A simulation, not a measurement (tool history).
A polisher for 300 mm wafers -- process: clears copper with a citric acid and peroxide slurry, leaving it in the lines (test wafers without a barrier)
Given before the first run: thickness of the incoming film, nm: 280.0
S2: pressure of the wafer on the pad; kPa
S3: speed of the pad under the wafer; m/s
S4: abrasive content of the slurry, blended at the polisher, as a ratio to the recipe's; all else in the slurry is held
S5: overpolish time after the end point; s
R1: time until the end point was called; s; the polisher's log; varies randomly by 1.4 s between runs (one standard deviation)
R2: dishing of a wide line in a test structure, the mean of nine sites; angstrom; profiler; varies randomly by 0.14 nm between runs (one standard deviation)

run 1 hour=0.0 | flow_of_slurry_(ml/min)=170 S2=18.6 S3=1.16 S4=1.0 S5=20 | R1=135.36 R2=113.52
run 2 hour=1.8 | flow_of_slurry_(ml/min)=170 S2=18.6 S3=1.38 S4=1.0 S5=20 | R1=112.37 R2=116.47
run 3 hour=10.0 | flow_of_slurry_(ml/min)=165 S2=17.9 S3=1.38 S4=1.0 S5=22 | R1=116.81 R2=119.98
run 4 hour=15.3 | flow_of_slurry_(ml/min)=160 S2=17.2 S3=1.38 S4=1.0 S5=23 | R1=123.56 R2=119.19
run 5 hour=18.0 | flow_of_slurry_(ml/min)=155 S2=16.5 S3=1.38 S4=1.0 S5=24 | R1=131.22 R2=120.67
run 6 hour=26.8 | flow_of_slurry_(ml/min)=150 S2=16.5 S3=1.38 S4=1.0 S5=25 | R1=129.08 R2=120.48

The next listed run, before its measurement:
run 7 hour=31.7 | flow_of_slurry_(ml/min)=150 S2=15.9 S3=1.38 S4=1.0 S5=26 | R1=? R2=?

R1: 135.96 s
R2: 118.36 angstrom
